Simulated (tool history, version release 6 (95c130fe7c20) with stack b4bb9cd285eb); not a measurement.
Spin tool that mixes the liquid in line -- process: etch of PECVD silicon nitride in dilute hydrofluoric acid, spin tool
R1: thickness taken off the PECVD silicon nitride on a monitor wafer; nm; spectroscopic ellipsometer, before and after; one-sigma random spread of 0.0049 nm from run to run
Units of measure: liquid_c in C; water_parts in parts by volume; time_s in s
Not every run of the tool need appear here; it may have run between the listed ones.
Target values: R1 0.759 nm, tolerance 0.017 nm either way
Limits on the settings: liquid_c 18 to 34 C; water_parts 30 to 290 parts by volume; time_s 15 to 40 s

{"run": 1, "hour": 0.0, "liquid_c": 26, "water_parts": 160, "time_s": 40, "R1": 0.85159}
{"run": 2, "hour": 5.1, "liquid_c": 25.5, "water_parts": 160, "time_s": 40, "R1": 0.82844}
{"run": 3, "hour": 6.4, "liquid_c": 25.5, "water_parts": 105, "time_s": 40, "R1": 1.2476}
{"run": 4, "hour": 11.9, "liquid_c": 23.5, "water_parts": 105, "time_s": 40, "R1": 1.0896}
{"run": 5, "hour": 19.1, "liquid_c": 23.5, "water_parts": 50, "time_s": 40, "R1": 2.2777}
{"run": 6, "hour": 25.4, "liquid_c": 25.5, "water_parts": 50, "time_s": 40, "R1": 2.5966}
{"run": 7, "hour": 31.4, "liquid_c": 23.5, "water_parts": 65, "time_s": 40, "R1": 1.7732}
{"run": 8, "hour": 33.5, "liquid_c": 22, "water_parts": 75, "time_s": 40, "R1": 1.3841}
{"run": 9, "hour": 42.2, "liquid_c": 21, "water_parts": 80, "time_s": 40, "R1": 1.2195}
{"run": 10, "hour": 50.9, "liquid_c": 20.5, "water_parts": 85, "time_s": 40, "R1": 1.0923}
{"run": 11, "hour": 55.4, "liquid_c": 20, "water_parts": 90, "time_s": 40, "R1": 1.0025}
{"run": 12, "hour": 60.1, "liquid_c": 18, "water_parts": 115, "time_s": 40, "R1": 0.69177}
{"run": 13, "hour": 67.9, "liquid_c": 18.5, "water_parts": 115, "time_s": 40, "R1": 0.72079}
{"run": 14, "hour": 75.4, "liquid_c": 19, "water_parts": 115, "time_s": 40, "R1": 0.73556}

Which of these 4 next moves meets every target?
{"run": "A", "hour": 82.9, "liquid_c": 19.5, "water_parts": 110, "time_s": 40, "R1": "?"}
{"run": "B", "hour": 82.9, "liquid_c": 18, "water_parts": 105, "time_s": 40, "R1": "?"}
{"run": "C", "hour": 82.9, "liquid_c": 19, "water_parts": 105, "time_s": 40, "R1": "?"}
{"run": "D", "hour": 82.9, "liquid_c": 18, "water_parts": 110, "time_s": 40, "R1": "?"}

move=A R1=0.80458
move=B R1=0.75952
move=C R1=0.8136
move=D R1=0.726
A: the result that was furthest off in the last run now lies on the other side of its target
B: all results land within tolerance of their targets
C: the result that was furthest off in the last run now lies on the other side of its target
D: misses by more than the last run did
B meets every target.

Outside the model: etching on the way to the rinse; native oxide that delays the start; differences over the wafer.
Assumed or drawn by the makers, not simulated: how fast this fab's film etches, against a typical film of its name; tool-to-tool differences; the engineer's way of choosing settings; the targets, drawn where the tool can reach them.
